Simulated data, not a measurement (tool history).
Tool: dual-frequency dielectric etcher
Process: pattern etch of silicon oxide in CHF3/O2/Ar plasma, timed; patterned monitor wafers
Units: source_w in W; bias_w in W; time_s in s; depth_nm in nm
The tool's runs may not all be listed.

run	day	source_w	bias_w	time_s	depth_nm
1	0.000	580	208	333.5	667.04
2	0.104	650	208	333.5	691.65
3	0.196	650	208	309.0	637.45
4	0.312	680	208	309.0	646.71
5	0.492	760	208	309.0	670.63
6	0.754	760	215	310.5	686.56
7	1.017	760	219	311.5	691.64

Forecast run 8:
8	1.338	760	223	312.5	?

depth_nm: 702.38 nm
